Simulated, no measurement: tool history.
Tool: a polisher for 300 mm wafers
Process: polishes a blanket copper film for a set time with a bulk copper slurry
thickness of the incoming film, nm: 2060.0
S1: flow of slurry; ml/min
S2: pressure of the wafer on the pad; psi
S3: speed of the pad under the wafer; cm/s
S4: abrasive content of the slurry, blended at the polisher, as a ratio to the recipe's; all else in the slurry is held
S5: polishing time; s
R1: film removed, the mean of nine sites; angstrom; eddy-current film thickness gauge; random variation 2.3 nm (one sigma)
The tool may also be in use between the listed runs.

| run | hour | S1 | S2 | S3 | S4 | S5 | R1 |
|---|---|---|---|---|---|---|---|
| 1 | 0.0 | 125 | 3.4 | 124 | 1.0 | 25 | 2989.4 |
| 2 | 1.8 | 125 | 3.8 | 124 | 1.0 | 25 | 3327.6 |
| 3 | 6.0 | 125 | 3.8 | 110 | 1.0 | 25 | 2888.2 |
| 4 | 14.0 | 120 | 3.3 | 108 | 1.0 | 25 | 2514.3 |
| 5 | 17.8 | 120 | 3.0 | 108 | 1.0 | 25 | 2297.4 |
| 6 | 23.4 | 120 | 3.0 | 108 | 1.0 | 25 | 2298.5 |
| 7 | 30.8 | 120 | 2.8 | 108 | 1.0 | 25 | 2198.7 |

Run 8 comes next. What will it give?
| 8 | 35.6 | 115 | 2.6 | 108 | 1.0 | 25 | ? |

R1: 1994.4 angstrom

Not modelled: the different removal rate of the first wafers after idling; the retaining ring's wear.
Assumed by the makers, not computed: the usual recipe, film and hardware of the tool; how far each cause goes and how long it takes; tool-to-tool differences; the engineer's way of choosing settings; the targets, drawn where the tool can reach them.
